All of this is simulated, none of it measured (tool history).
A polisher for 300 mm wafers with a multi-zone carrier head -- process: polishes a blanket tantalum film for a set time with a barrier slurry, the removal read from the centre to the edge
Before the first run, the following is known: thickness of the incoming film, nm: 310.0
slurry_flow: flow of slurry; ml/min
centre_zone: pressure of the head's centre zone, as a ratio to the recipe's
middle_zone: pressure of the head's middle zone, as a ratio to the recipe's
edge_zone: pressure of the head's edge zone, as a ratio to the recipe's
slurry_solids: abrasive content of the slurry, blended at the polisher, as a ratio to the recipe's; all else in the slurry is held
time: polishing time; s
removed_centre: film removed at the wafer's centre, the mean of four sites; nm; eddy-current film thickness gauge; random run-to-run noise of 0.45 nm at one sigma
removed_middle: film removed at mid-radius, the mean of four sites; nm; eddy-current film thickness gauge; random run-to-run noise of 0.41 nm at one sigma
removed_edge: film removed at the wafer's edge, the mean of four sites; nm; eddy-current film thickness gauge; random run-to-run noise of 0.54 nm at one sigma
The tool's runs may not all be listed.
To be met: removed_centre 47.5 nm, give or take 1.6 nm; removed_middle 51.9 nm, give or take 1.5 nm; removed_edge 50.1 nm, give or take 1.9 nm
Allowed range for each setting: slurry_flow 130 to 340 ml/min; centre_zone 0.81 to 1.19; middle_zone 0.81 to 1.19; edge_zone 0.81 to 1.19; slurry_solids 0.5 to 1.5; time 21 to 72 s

| run | hour | slurry_flow | centre_zone | middle_zone | edge_zone | slurry_solids | time | removed_centre | removed_middle | removed_edge |
|---|---|---|---|---|---|---|---|---|---|---|
| 1 | 0 | 220 | 1 | 1 | 1 | 1 | 46 | 69.941 | 69.678 | 71.168 |
| 2 | 7.9 | 220 | 1 | 1 | 1 | 1.2 | 46 | 73.871 | 72.909 | 76.376 |
| 3 | 10 | 220 | 1 | 1.04 | 1 | 1.2 | 46 | 76.168 | 76.814 | 76.888 |
| 4 | 16.1 | 220 | 0.97 | 1.01 | 0.96 | 1 | 45 | 66.42 | 68.504 | 70.654 |
| 5 | 23.9 | 220 | 0.97 | 1.02 | 0.96 | 0.85 | 42 | 56.543 | 59.35 | 59.531 |
| 6 | 32.6 | 215 | 0.97 | 1.03 | 0.95 | 0.75 | 42 | 52.903 | 54.707 | 54.558 |
| 7 | 35.3 | 200 | 0.96 | 1.04 | 0.94 | 0.75 | 42 | 52.368 | 54.759 | 52.815 |
| 8 | 42.5 | 160 | 0.88 | 1.01 | 0.93 | 0.7 | 42 | 43.776 | 50.039 | 49.916 |
| 9 | 48 | 170 | 0.89 | 1.02 | 0.92 | 0.7 | 42 | 45.064 | 50.217 | 50.996 |
| 10 | 54.6 | 175 | 0.9 | 1.03 | 0.92 | 0.7 | 42 | 45.909 | 51.568 | 49.98 |

4 next moves are on the table. One of them brings every result within its allowed miss. Which?
| A | 61.2 | 195 | 0.89 | 0.99 | 0.83 | 0.8 | 40 | ? | ? | ? |
| B | 61.2 | 225 | 0.84 | 1.07 | 0.87 | 0.75 | 39 | ? | ? | ? |
| C | 61.2 | 165 | 0.87 | 1.07 | 0.91 | 0.75 | 39 | ? | ? | ? |
| D | 61.2 | 230 | 0.87 | 0.92 | 0.9 | 0.6 | 52 | ? | ? | ? |

| move | removed_centre | removed_middle | removed_edge |
|---|---|---|---|
| A | 48.403 | 51.769 | 50.426 |
| B | 43.514 | 52.458 | 48.606 |
| C | 43.333 | 50.684 | 48.369 |
| D | 49.284 | 50.599 | 54.169 |
A: each result inside its tolerance
B: further off than the last run
C: further off than the last run
D: the result that was furthest off in the last run now lies on the other side of its target
A meets every target.
